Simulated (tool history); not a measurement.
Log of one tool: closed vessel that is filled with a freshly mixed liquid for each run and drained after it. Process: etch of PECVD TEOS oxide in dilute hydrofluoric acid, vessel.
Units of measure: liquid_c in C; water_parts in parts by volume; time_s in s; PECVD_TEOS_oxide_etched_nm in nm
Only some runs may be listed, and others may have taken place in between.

| run | hour | liquid_c | water_parts | time_s | PECVD_TEOS_oxide_etched_nm |
|---|---|---|---|---|---|
| 1 | 0 | 21 | 80 | 235 | 65.331 |
| 2 | 4.9 | 22.5 | 75 | 235 | 76.911 |
| 3 | 6.5 | 24 | 70 | 235 | 86.745 |
| 4 | 8.8 | 22 | 70 | 235 | 80.627 |
| 5 | 13 | 23.5 | 65 | 235 | 91.978 |
| 6 | 18 | 23.5 | 55 | 235 | 110.42 |
| 7 | 23.8 | 23.5 | 55 | 235 | 110.33 |
| 8 | 28 | 24.5 | 55 | 235 | 113.18 |
| 9 | 30.9 | 25.5 | 55 | 235 | 119.24 |

Forecast run 10:
| 10 | 35.5 | 26 | 55 | 235 | ? |

{"run 10": {"PECVD_TEOS_oxide_etched_nm": 122.15}}
